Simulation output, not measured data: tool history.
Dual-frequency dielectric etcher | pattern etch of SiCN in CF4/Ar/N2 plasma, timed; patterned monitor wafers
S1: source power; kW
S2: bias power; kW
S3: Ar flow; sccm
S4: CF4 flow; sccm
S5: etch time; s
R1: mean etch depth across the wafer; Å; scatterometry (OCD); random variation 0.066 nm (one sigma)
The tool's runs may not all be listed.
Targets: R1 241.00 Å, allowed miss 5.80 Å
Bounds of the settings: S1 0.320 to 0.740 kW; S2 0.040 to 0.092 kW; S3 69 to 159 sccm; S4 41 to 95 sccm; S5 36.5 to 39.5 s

run,hour,S1,S2,S3,S4,S5,R1
1,0.0,0.530,0.066,114,68,39.5,385.09
2,5.6,0.530,0.066,97,68,39.5,395.74
3,6.7,0.530,0.066,97,68,36.5,365.29
4,7.4,0.500,0.064,98,67,36.5,337.55
5,9.3,0.500,0.064,98,76,36.5,346.12
6,17.4,0.470,0.064,98,76,36.5,324.16
7,19.4,0.450,0.064,98,76,36.5,308.13
8,27.6,0.430,0.064,98,76,36.5,294.96
9,31.5,0.330,0.062,99,76,36.5,213.35

Which of these 5 next moves meets every target?
A,35.4,0.340,0.056,102,74,39.0,?
B,35.4,0.330,0.066,102,81,38.5,?
C,35.4,0.330,0.067,92,80,36.5,?
D,35.4,0.330,0.063,109,81,38.0,?
E,35.4,0.350,0.051,93,82,39.5,?

move,R1
A,228.56
B,232.07
C,223.35
D,223.99
E,240.58
A: nearer than the last run, and not there yet
B: nearer than the last run, and not there yet
C: nearer than the last run, and not there yet
D: nearer than the last run, and not there yet
E: meets every target
The right move is E.
